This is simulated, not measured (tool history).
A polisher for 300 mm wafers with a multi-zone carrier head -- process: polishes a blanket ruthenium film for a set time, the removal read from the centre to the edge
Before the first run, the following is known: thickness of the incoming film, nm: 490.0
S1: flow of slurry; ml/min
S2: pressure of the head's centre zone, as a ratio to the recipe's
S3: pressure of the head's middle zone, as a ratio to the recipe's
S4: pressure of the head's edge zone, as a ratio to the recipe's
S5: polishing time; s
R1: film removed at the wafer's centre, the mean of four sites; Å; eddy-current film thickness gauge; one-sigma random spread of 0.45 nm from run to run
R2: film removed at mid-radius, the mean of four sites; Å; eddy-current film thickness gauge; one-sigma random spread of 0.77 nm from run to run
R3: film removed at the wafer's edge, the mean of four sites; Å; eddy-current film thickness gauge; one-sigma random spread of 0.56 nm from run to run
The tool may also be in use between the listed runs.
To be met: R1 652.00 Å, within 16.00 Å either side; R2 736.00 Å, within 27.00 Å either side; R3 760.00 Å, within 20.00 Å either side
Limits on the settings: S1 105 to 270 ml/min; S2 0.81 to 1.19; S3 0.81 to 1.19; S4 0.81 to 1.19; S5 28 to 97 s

{"run": 1, "day": 0.0, "S1": 175, "S2": 1.0, "S3": 1.0, "S4": 1.0, "S5": 62, "R1": 549.31, "R2": 545.1, "R3": 542.28}
{"run": 2, "day": 0.142, "S1": 180, "S2": 0.98, "S3": 1.01, "S4": 1.03, "S5": 65, "R1": 573.94, "R2": 581.06, "R3": 576.77}
{"run": 3, "day": 0.212, "S1": 180, "S2": 1.06, "S3": 1.01, "S4": 1.03, "S5": 65, "R1": 624.35, "R2": 572.31, "R3": 581.54}
{"run": 4, "day": 0.55, "S1": 185, "S2": 1.03, "S3": 1.01, "S4": 1.06, "S5": 67, "R1": 622.13, "R2": 590.56, "R3": 611.39}
{"run": 5, "day": 0.917, "S1": 185, "S2": 1.03, "S3": 0.96, "S4": 1.06, "S5": 67, "R1": 618.43, "R2": 568.85, "R3": 612.38}
{"run": 6, "day": 1.1, "S1": 190, "S2": 1.0, "S3": 0.98, "S4": 1.08, "S5": 69, "R1": 626.9, "R2": 599.49, "R3": 634.48}
{"run": 7, "day": 1.142, "S1": 190, "S2": 0.98, "S3": 0.99, "S4": 1.1, "S5": 71, "R1": 629.51, "R2": 618.12, "R3": 661.06}
{"run": 8, "day": 1.433, "S1": 195, "S2": 0.96, "S3": 1.01, "S4": 1.12, "S5": 72, "R1": 623.25, "R2": 652.06, "R3": 681.43}
{"run": 9, "day": 1.571, "S1": 205, "S2": 0.95, "S3": 1.02, "S4": 1.13, "S5": 73, "R1": 637.68, "R2": 678.06, "R3": 691.2}

Consider the 5 candidate settings below. Which is the only one whose results all fall within their allowed miss of target?
{"run": "A", "day": 1.708, "S1": 135, "S2": 0.86, "S3": 0.81, "S4": 1.19, "S5": 90, "R1": "?", "R2": "?", "R3": "?"}
{"run": "B", "day": 1.708, "S1": 155, "S2": 0.97, "S3": 0.94, "S4": 1.12, "S5": 81, "R1": "?", "R2": "?", "R3": "?"}
{"run": "C", "day": 1.708, "S1": 265, "S2": 1.03, "S3": 1.18, "S4": 1.0, "S5": 68, "R1": "?", "R2": "?", "R3": "?"}
{"run": "D", "day": 1.708, "S1": 205, "S2": 0.88, "S3": 1.02, "S4": 1.11, "S5": 81, "R1": "?", "R2": "?", "R3": "?"}
{"run": "E", "day": 1.708, "S1": 195, "S2": 0.95, "S3": 1.04, "S4": 1.13, "S5": 73, "R1": "?", "R2": "?", "R3": "?"}

move=A R1=648.34 R2=636.80 R3=815.37
move=B R1=683.14 R2=659.84 R3=728.32
move=C R1=669.79 R2=717.82 R3=616.49
move=D R1=655.13 R2=738.28 R3=751.48
move=E R1=632.38 R2=669.93 R3=678.75
A: pushes the last run's worst result past its target
B: moves toward the targets from the last run without getting all of them in spec
C: misses by more than the last run did
D: every result lands within tolerance
E: misses by more than the last run did
D meets every target.

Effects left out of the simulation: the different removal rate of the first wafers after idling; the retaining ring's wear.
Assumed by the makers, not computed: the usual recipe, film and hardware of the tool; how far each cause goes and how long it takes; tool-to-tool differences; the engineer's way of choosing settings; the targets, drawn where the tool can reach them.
